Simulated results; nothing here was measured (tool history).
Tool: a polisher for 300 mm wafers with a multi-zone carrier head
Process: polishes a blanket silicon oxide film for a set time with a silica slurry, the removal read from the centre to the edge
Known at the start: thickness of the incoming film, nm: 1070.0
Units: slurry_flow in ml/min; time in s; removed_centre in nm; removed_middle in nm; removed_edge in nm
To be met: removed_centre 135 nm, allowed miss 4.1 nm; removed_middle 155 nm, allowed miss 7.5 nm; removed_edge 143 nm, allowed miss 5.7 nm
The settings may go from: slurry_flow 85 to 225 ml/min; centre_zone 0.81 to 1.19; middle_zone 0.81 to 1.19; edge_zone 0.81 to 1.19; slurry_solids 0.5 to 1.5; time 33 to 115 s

run 1 hour=0 | slurry_flow=145 centre_zone=1 middle_zone=1 edge_zone=1 slurry_solids=1 time=73 | removed_centre=171.44 removed_middle=173.64 removed_edge=170.9
run 2 hour=7.1 | slurry_flow=145 centre_zone=1 middle_zone=1 edge_zone=1 slurry_solids=1 time=57 | removed_centre=133.13 removed_middle=136.57 removed_edge=133.75
run 3 hour=8.7 | slurry_flow=145 centre_zone=1 middle_zone=1 edge_zone=1.06 slurry_solids=1 time=57 | removed_centre=131.12 removed_middle=135.22 removed_edge=134.45
run 4 hour=14 | slurry_flow=145 centre_zone=1.06 middle_zone=1 edge_zone=1.06 slurry_solids=1 time=57 | removed_centre=141.18 removed_middle=139.07 removed_edge=138.66
run 5 hour=22.8 | slurry_flow=145 centre_zone=1.06 middle_zone=1 edge_zone=1.06 slurry_solids=0.8 time=57 | removed_centre=123 removed_middle=119.49 removed_edge=122.18
run 6 hour=25.2 | slurry_flow=155 centre_zone=1.04 middle_zone=1.04 edge_zone=1.09 slurry_solids=0.85 time=57 | removed_centre=127.85 removed_middle=125.55 removed_edge=127.59
run 7 hour=33.8 | slurry_flow=150 centre_zone=1.01 middle_zone=1.07 edge_zone=1.09 slurry_solids=0.95 time=57 | removed_centre=130.86 removed_middle=135.34 removed_edge=136.04
run 8 hour=38.2 | slurry_flow=150 centre_zone=0.99 middle_zone=1.11 edge_zone=1.06 slurry_solids=1 time=57 | removed_centre=136.01 removed_middle=145.28 removed_edge=137.15

5 next moves are on the table. One of them brings every result within its allowed miss. Which?
run A hour=42.6 | slurry_flow=140 centre_zone=1.05 middle_zone=0.94 edge_zone=1.15 slurry_solids=0.85 time=62 | removed_centre=? removed_middle=? removed_edge=?
run B hour=42.6 | slurry_flow=140 centre_zone=0.96 middle_zone=1.15 edge_zone=0.96 slurry_solids=1 time=57 | removed_centre=? removed_middle=? removed_edge=?
run C hour=42.6 | slurry_flow=150 centre_zone=0.96 middle_zone=1.13 edge_zone=1.03 slurry_solids=1.05 time=58 | removed_centre=? removed_middle=? removed_edge=?
run D hour=42.6 | slurry_flow=145 centre_zone=1.11 middle_zone=1 edge_zone=1.11 slurry_solids=0.85 time=60 | removed_centre=? removed_middle=? removed_edge=?
run E hour=42.6 | slurry_flow=210 centre_zone=1.09 middle_zone=1.19 edge_zone=1.09 slurry_solids=1.5 time=41 | removed_centre=? removed_middle=? removed_edge=?

move=A removed_centre=138.07 removed_middle=128.32 removed_edge=140.67
move=B removed_centre=127.33 removed_middle=148.83 removed_edge=131.58
move=C removed_centre=135.16 removed_middle=155.72 removed_edge=142.71
move=D removed_centre=142.61 removed_middle=130.47 removed_edge=134.79
move=E removed_centre=135.86 removed_middle=141.71 removed_edge=126.12
A: further off than the last run
B: brings the result that was furthest off to its target, and leaves another outside
C: meets every target
D: further off than the last run
E: further off than the last run
The right move is C.
